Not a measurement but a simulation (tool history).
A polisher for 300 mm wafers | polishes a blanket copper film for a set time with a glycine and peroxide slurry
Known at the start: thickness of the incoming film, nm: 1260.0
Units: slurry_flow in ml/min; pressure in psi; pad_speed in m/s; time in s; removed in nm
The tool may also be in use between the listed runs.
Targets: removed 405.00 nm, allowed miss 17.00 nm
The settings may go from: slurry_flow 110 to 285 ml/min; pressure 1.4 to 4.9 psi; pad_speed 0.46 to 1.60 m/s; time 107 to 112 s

run    day  slurry_flow  pressure  pad_speed  time  removed
  1  0.000          180       3.1       1.02   107   830.70
  2  0.242          175       2.6       0.92   107   651.03
  3  0.429          175       2.6       0.70   107   518.19
  4  0.767          175       2.4       0.70   107   488.75
  5  0.929          195       2.4       0.70   107   495.19
  6  1.154          240       2.4       0.70   107   509.05
  7  1.458          240       2.2       0.70   107   490.73
  8  1.496          240       2.0       0.70   107   451.47
  9  1.842          240       1.9       0.70   107   432.86

5 next moves are on the table. One of them brings every result within its allowed miss. Which?
  A  2.188          225       2.0       0.70   111        ?
  B  2.188          225       2.3       0.54   112        ?
  C  2.188          225       1.5       0.76   112        ?
  D  2.188          190       2.2       0.46   112        ?
  E  2.188          260       2.2       0.56   112        ?

move  removed
   A   463.57
   B   429.56
   C   404.90
   D   365.81
   E   434.09
A: further off than the last run
B: nearer than the last run, and not there yet
C: meets every target
D: takes the result that was furthest off past its target
E: as far off as the last run
Move C is the one to make.
